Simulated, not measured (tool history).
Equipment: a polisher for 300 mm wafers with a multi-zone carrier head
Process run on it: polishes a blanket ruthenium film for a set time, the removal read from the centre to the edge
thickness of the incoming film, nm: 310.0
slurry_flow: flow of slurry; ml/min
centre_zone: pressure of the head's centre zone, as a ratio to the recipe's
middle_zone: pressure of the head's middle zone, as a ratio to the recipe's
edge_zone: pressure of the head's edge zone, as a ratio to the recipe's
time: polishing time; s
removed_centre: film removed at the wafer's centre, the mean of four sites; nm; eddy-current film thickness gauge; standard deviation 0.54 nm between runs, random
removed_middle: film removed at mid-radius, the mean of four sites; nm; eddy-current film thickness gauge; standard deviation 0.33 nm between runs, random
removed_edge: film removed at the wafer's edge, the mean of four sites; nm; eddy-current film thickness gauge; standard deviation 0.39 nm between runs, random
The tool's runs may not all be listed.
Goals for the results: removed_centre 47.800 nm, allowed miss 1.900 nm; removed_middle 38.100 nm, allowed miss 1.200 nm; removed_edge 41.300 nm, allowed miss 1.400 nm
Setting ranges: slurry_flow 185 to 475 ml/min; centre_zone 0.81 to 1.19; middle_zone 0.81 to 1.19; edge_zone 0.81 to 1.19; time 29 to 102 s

run  hour  slurry_flow  centre_zone  middle_zone  edge_zone  time  removed_centre  removed_middle  removed_edge
  1   0.0          305         1.00         1.00       1.00    65          52.746          50.262        53.803
  2   8.9          305         1.00         1.00       1.00    51          41.796          39.655        42.337
  3  11.1          350         1.00         1.00       1.00    51          42.487          40.327        42.869
  4  16.3          350         1.02         0.99       0.99    51          42.808          39.853        41.865
  5  19.6          350         1.04         0.98       0.99    51          44.211          39.719        42.484
  6  24.5          350         1.05         0.97       0.98    51          44.198          39.417        42.859
  7  29.1          355         1.07         0.97       0.97    51          45.239          39.500        42.216
  8  30.4          355         1.08         0.96       0.96    51          45.781          38.950        41.532
  9  35.5          355         1.09         0.96       0.96    51          45.442          39.211        42.085

Of the 4 settings listed for the next run, only one would bring every result within its allowed miss of target. Which one?
  A  40.6          290         1.15         1.04       0.92    52               ?               ?             ?
  B  40.6          410         1.13         0.92       0.91    51               ?               ?             ?
  C  40.6          285         1.08         0.86       0.99    55               ?               ?             ?
  D  40.6          320         1.02         1.02       1.05    52               ?               ?             ?

move  removed_centre  removed_middle  removed_edge
   A          47.660          41.611        41.575
   B          47.245          38.272        41.486
   C          47.189          38.242        45.390
   D          42.615          41.368        44.269
A: corrects the largest miss of the last run, while another result sits out of spec
B: in spec on every target
C: corrects the largest miss of the last run, while another result sits out of spec
D: lands further from the targets than the last run did
Answer: B

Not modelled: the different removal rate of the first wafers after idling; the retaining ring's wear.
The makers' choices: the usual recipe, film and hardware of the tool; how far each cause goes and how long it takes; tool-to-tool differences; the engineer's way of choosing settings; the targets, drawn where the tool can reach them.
